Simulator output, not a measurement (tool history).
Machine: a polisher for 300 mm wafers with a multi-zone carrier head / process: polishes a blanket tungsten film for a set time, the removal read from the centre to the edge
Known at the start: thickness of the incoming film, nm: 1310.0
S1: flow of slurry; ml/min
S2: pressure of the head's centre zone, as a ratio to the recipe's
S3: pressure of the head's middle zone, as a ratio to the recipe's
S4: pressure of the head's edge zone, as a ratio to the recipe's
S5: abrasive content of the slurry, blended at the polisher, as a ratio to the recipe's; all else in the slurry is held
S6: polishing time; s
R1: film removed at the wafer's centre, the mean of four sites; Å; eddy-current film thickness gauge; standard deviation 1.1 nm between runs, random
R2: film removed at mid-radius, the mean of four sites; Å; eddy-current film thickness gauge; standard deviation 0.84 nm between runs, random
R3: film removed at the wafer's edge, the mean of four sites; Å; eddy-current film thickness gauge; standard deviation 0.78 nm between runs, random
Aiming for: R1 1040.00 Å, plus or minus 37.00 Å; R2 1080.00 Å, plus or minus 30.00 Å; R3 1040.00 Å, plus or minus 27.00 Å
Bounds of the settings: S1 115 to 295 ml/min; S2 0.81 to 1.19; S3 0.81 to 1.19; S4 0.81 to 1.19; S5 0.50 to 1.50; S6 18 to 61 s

Run 1, hour 0.0: S1 190 ml/min, S2 1.00, S3 1.00, S4 1.00, S5 1.00, S6 39 s. Result: R1 2022.10 Å, R2 1997.40 Å, R3 1954.40 Å.
Run 2, hour 4.2: S1 190 ml/min, S2 1.00, S3 1.00, S4 1.00, S5 0.90, S6 39 s. Result: R1 2013.60 Å, R2 1963.20 Å, R3 1923.60 Å.
Run 3, hour 8.3: S1 190 ml/min, S2 1.00, S3 1.00, S4 1.00, S5 0.70, S6 39 s. Result: R1 1897.00 Å, R2 1862.90 Å, R3 1832.50 Å.
Run 4, hour 12.5: S1 185 ml/min, S2 0.98, S3 0.99, S4 0.97, S5 0.65, S6 35 s. Result: R1 1600.90 Å, R2 1629.70 Å, R3 1611.10 Å.
Run 5, hour 19.5: S1 185 ml/min, S2 0.98, S3 0.95, S4 0.97, S5 0.65, S6 35 s. Result: R1 1621.80 Å, R2 1586.40 Å, R3 1601.50 Å.
Run 6, hour 25.9: S1 185 ml/min, S2 0.97, S3 0.95, S4 0.94, S5 0.60, S6 32 s. Result: R1 1438.40 Å, R2 1440.70 Å, R3 1421.50 Å.
Run 7, hour 27.6: S1 160 ml/min, S2 0.91, S3 0.89, S4 0.84, S5 0.50, S6 23 s. Result: R1 916.66 Å, R2 924.44 Å, R3 914.87 Å.
Run 8, hour 29.8: S1 180 ml/min, S2 0.91, S3 0.90, S4 0.85, S5 0.50, S6 23 s. Result: R1 957.76 Å, R2 962.93 Å, R3 942.53 Å.
Run 9, hour 38.5: S1 195 ml/min, S2 0.91, S3 0.91, S4 0.87, S5 0.50, S6 23 s. Result: R1 946.53 Å, R2 970.45 Å, R3 960.37 Å.
Run 10, hour 42.6: S1 200 ml/min, S2 0.92, S3 0.93, S4 0.88, S5 0.50, S6 23 s. Result: R1 956.46 Å, R2 1002.90 Å, R3 972.94 Å.
Run 11, hour 44.2: S1 205 ml/min, S2 0.93, S3 0.94, S4 0.89, S5 0.50, S6 23 s. Result: R1 992.43 Å, R2 1002.90 Å, R3 972.02 Å.
Run 12, hour 47.0: S1 205 ml/min, S2 0.93, S3 0.95, S4 0.91, S5 0.50, S6 23 s. Result: R1 978.19 Å, R2 1016.30 Å, R3 998.87 Å.
Run 13, hour 53.8: S1 210 ml/min, S2 0.94, S3 0.96, S4 0.92, S5 0.50, S6 23 s. Result: R1 984.71 Å, R2 1024.00 Å, R3 1009.10 Å.
Run 14, hour 58.0: S1 210 ml/min, S2 0.95, S3 0.97, S4 0.92, S5 0.50, S6 23 s. Result: R1 998.89 Å, R2 1036.50 Å, R3 996.84 Å.
Run 15, hour 65.1: S1 210 ml/min, S2 0.96, S3 0.98, S4 0.93, S5 0.50, S6 23 s. Result: R1 1020.80 Å, R2 1028.50 Å, R3 1007.40 Å.
Run 16, hour 72.9: S1 215 ml/min, S2 0.96, S3 0.99, S4 0.94, S5 0.50, S6 23 s. Result: R1 1014.00 Å, R2 1038.30 Å, R3 1011.30 Å.

Below are 5 possible settings for the next run. Only one of them brings all results inside the allowed miss of their targets. Which is it?
Run A, hour 80.7: S1 210 ml/min, S2 0.96, S3 0.97, S4 0.95, S5 0.60, S6 22 s. Result: R1 ?, R2 ?, R3 ?.
Run B, hour 80.7: S1 245 ml/min, S2 0.98, S3 0.89, S4 1.10, S5 0.50, S6 22 s. Result: R1 ?, R2 ?, R3 ?.
Run C, hour 80.7: S1 250 ml/min, S2 0.98, S3 1.01, S4 1.04, S5 0.60, S6 21 s. Result: R1 ?, R2 ?, R3 ?.
Run D, hour 80.7: S1 240 ml/min, S2 0.94, S3 0.98, S4 0.92, S5 0.60, S6 23 s. Result: R1 ?, R2 ?, R3 ?.
Run E, hour 80.7: S1 205 ml/min, S2 0.97, S3 0.87, S4 0.82, S5 0.50, S6 23 s. Result: R1 ?, R2 ?, R3 ?.

move       R1       R2       R3
   A  1001.10  1005.70  1001.50
   B  1013.40   944.46  1059.80
   C  1001.80  1007.30  1016.00
   D  1045.90  1077.80  1045.70
   E  1020.00   951.00   947.18
A: lands further from the targets than the last run did
B: lands further from the targets than the last run did
C: lands further from the targets than the last run did
D: meets every target
E: lands further from the targets than the last run did
Move D is the one to make.

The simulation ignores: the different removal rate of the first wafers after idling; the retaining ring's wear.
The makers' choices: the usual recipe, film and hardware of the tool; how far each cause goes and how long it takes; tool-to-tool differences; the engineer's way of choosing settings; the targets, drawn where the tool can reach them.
